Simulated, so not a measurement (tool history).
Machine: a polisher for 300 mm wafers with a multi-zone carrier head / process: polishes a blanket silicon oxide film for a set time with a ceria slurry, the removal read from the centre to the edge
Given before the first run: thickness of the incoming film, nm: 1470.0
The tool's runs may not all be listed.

| run | hour | flow of slurry (ml/min) | pressure of the head's centre zone | pressure of the head's middle zone | pressure of the head's edge zone | polishing time (s) | film removed at the wafer's centre (angstrom) | film removed at mid-radius (angstrom) | film removed at the wafer's edge (angstrom) |
|---|---|---|---|---|---|---|---|---|---|
| 1 | 0.0 | 265 | 1.00 | 1.00 | 1.00 | 84 | 3518.3 | 3430.9 | 3366.3 |
| 2 | 3.8 | 260 | 1.00 | 0.98 | 0.98 | 83 | 3424.4 | 3361.4 | 3324.4 |
| 3 | 5.2 | 260 | 1.01 | 0.97 | 0.97 | 82 | 3432.3 | 3322.2 | 3173.1 |
| 4 | 6.6 | 255 | 1.01 | 0.95 | 0.97 | 82 | 3414.1 | 3227.0 | 3139.6 |
| 5 | 8.9 | 255 | 0.94 | 0.95 | 0.97 | 82 | 3196.5 | 3217.7 | 3250.3 |
| 6 | 14.6 | 255 | 0.94 | 0.95 | 0.92 | 82 | 3235.0 | 3192.9 | 3133.3 |

Run 7 comes next. What will it give?
| 7 | 15.5 | 255 | 0.95 | 0.93 | 0.92 | 82 | ? | ? | ? |

{"run 7": {"film removed at the wafer's centre (angstrom)": 3254.1, "film removed at mid-radius (angstrom)": 3132.0, "film removed at the wafer's edge (angstrom)": 3166.4}}

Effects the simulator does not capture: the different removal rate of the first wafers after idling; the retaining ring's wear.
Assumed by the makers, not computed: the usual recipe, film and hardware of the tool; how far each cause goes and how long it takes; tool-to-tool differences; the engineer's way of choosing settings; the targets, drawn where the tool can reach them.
